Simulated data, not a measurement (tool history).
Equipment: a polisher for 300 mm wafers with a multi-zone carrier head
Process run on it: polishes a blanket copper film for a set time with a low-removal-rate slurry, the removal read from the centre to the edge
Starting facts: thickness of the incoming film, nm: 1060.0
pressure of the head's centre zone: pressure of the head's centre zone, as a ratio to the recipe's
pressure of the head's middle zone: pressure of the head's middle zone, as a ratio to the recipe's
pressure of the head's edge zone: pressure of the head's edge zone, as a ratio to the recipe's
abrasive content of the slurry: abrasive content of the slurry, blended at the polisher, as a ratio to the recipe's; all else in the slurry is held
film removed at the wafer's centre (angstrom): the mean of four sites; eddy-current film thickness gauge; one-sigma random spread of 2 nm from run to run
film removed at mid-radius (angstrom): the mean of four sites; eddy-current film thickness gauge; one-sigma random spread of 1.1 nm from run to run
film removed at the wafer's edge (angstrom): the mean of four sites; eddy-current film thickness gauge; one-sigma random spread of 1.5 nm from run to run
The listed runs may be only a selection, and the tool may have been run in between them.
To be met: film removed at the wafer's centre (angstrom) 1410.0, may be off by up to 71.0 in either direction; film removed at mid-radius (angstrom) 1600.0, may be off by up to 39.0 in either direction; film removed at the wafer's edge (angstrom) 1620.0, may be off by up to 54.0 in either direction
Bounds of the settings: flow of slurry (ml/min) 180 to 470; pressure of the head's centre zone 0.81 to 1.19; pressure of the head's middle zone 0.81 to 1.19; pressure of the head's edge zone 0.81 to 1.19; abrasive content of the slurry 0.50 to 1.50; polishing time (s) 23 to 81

| run | hour | flow of slurry (ml/min) | pressure of the head's centre zone | pressure of the head's middle zone | pressure of the head's edge zone | abrasive content of the slurry | polishing time (s) | film removed at the wafer's centre (angstrom) | film removed at mid-radius (angstrom) | film removed at the wafer's edge (angstrom) |
|---|---|---|---|---|---|---|---|---|---|---|
| 1 | 0.0 | 300 | 1.00 | 1.00 | 1.00 | 1.00 | 52 | 1292.6 | 1374.9 | 1392.0 |
| 2 | 1.7 | 310 | 1.00 | 1.03 | 1.05 | 1.05 | 52 | 1378.5 | 1407.3 | 1451.0 |
| 3 | 7.2 | 310 | 1.00 | 1.03 | 1.05 | 0.95 | 52 | 1305.6 | 1377.2 | 1368.3 |
| 4 | 8.2 | 310 | 1.00 | 0.96 | 1.05 | 0.95 | 52 | 1306.7 | 1321.8 | 1399.5 |
| 5 | 11.6 | 310 | 1.00 | 0.96 | 0.99 | 0.95 | 52 | 1321.2 | 1323.8 | 1351.4 |
| 6 | 18.2 | 315 | 0.99 | 1.01 | 1.02 | 1.05 | 52 | 1338.1 | 1400.9 | 1414.1 |
| 7 | 26.1 | 310 | 0.98 | 1.04 | 1.04 | 1.15 | 52 | 1350.6 | 1464.5 | 1474.6 |
| 8 | 33.8 | 315 | 0.97 | 1.06 | 1.06 | 1.20 | 52 | 1386.6 | 1522.2 | 1524.2 |
| 9 | 42.5 | 320 | 0.96 | 1.07 | 1.08 | 1.20 | 52 | 1346.5 | 1518.6 | 1517.5 |
| 10 | 45.7 | 320 | 0.96 | 1.08 | 1.10 | 1.25 | 52 | 1395.9 | 1545.4 | 1549.8 |

Of the 5 settings listed for the next run, only one would bring every result within its allowed miss of target. Which one?
| A | 48.9 | 315 | 0.99 | 1.09 | 1.13 | 1.20 | 50 | ? | ? | ? |
| B | 48.9 | 330 | 0.88 | 0.98 | 1.11 | 1.45 | 52 | ? | ? | ? |
| C | 48.9 | 320 | 0.81 | 1.05 | 1.08 | 1.25 | 55 | ? | ? | ? |
| D | 48.9 | 425 | 0.95 | 1.11 | 1.16 | 1.25 | 52 | ? | ? | ? |
| E | 48.9 | 280 | 0.97 | 1.06 | 1.09 | 1.30 | 58 | ? | ? | ? |

| move | film removed at the wafer's centre (angstrom) | film removed at mid-radius (angstrom) | film removed at the wafer's edge (angstrom) |
|---|---|---|---|
| A | 1361.0 | 1462.0 | 1508.5 |
| B | 1337.2 | 1518.2 | 1651.9 |
| C | 1242.9 | 1596.2 | 1645.2 |
| D | 1414.6 | 1596.9 | 1641.1 |
| E | 1562.0 | 1686.8 | 1743.9 |
A: the biggest miss grows against the last run
B: the biggest miss grows against the last run
C: the furthest-off result lands on target, but another misses its tolerance
D: all results land within tolerance of their targets
E: moves the result that the last run missed by most past its target, out the other side
The move that meets every target is D.

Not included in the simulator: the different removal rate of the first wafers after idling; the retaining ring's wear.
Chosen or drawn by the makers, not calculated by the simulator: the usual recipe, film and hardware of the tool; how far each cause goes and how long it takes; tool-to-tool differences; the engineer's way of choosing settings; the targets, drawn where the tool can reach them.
